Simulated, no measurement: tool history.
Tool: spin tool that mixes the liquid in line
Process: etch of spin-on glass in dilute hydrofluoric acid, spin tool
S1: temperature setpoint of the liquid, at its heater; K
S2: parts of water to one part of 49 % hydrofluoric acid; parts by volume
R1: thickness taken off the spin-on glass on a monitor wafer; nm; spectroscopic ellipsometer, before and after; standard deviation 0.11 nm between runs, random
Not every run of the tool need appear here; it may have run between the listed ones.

{"run": 1, "hour": 0.0, "S1": 299.15, "S2": 255, "time under the liquid (s)": 120, "R1": 13.56}
{"run": 2, "hour": 6.7, "S1": 299.15, "S2": 255, "time under the liquid (s)": 130, "R1": 14.619}
{"run": 3, "hour": 13.1, "S1": 298.15, "S2": 255, "time under the liquid (s)": 130, "R1": 14.14}
{"run": 4, "hour": 19.2, "S1": 297.65, "S2": 255, "time under the liquid (s)": 130, "R1": 13.933}
{"run": 5, "hour": 26.6, "S1": 297.15, "S2": 255, "time under the liquid (s)": 130, "R1": 14.023}
{"run": 6, "hour": 27.5, "S1": 296.15, "S2": 255, "time under the liquid (s)": 130, "R1": 13.267}

Expected results for the next run?
{"run": 7, "hour": 29.5, "S1": 295.65, "S2": 255, "time under the liquid (s)": 130, "R1": "?"}

Run 7 measured R1 12.998 nm.
